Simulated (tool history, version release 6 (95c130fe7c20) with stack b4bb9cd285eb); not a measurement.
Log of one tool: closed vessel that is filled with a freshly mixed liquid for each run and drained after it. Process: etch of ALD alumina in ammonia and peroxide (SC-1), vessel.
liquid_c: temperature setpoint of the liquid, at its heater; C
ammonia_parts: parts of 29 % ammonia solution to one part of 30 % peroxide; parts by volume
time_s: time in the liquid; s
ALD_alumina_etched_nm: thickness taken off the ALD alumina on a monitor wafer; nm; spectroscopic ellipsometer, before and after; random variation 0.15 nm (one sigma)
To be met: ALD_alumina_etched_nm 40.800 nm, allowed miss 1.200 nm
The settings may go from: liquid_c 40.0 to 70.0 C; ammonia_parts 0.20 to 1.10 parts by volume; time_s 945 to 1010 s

{"run": 1, "hour": 0.0, "liquid_c": 56.0, "ammonia_parts": 0.6, "time_s": 945, "ALD_alumina_etched_nm": 52.222}
{"run": 2, "hour": 3.9, "liquid_c": 54.5, "ammonia_parts": 0.6, "time_s": 945, "ALD_alumina_etched_nm": 48.06}
{"run": 3, "hour": 9.5, "liquid_c": 54.5, "ammonia_parts": 0.4, "time_s": 945, "ALD_alumina_etched_nm": 46.41}
{"run": 4, "hour": 16.2, "liquid_c": 54.5, "ammonia_parts": 0.4, "time_s": 945, "ALD_alumina_etched_nm": 46.6}
{"run": 5, "hour": 18.2, "liquid_c": 53.5, "ammonia_parts": 0.4, "time_s": 945, "ALD_alumina_etched_nm": 43.97}
{"run": 6, "hour": 21.5, "liquid_c": 53.5, "ammonia_parts": 0.4, "time_s": 1010, "ALD_alumina_etched_nm": 47.259}
{"run": 7, "hour": 23.1, "liquid_c": 52.5, "ammonia_parts": 0.4, "time_s": 1010, "ALD_alumina_etched_nm": 44.976}
{"run": 8, "hour": 27.5, "liquid_c": 52.0, "ammonia_parts": 0.4, "time_s": 1010, "ALD_alumina_etched_nm": 43.568}
{"run": 9, "hour": 35.8, "liquid_c": 51.5, "ammonia_parts": 0.4, "time_s": 1010, "ALD_alumina_etched_nm": 42.039}

Which of these 4 next moves meets every target?
{"run": "A", "hour": 44.1, "liquid_c": 51.5, "ammonia_parts": 0.25, "time_s": 955, "ALD_alumina_etched_nm": "?"}
{"run": "B", "hour": 44.1, "liquid_c": 50.5, "ammonia_parts": 0.45, "time_s": 1010, "ALD_alumina_etched_nm": "?"}
{"run": "C", "hour": 44.1, "liquid_c": 50.0, "ammonia_parts": 0.4, "time_s": 1000, "ALD_alumina_etched_nm": "?"}
{"run": "D", "hour": 44.1, "liquid_c": 52.5, "ammonia_parts": 0.45, "time_s": 985, "ALD_alumina_etched_nm": "?"}

move=A ALD_alumina_etched_nm=38.579
move=B ALD_alumina_etched_nm=40.851
move=C ALD_alumina_etched_nm=38.914
move=D ALD_alumina_etched_nm=44.421
A: takes the result that was furthest off past its target
B: meets every target
C: takes the result that was furthest off past its target
D: further off than the last run
The right move is B.
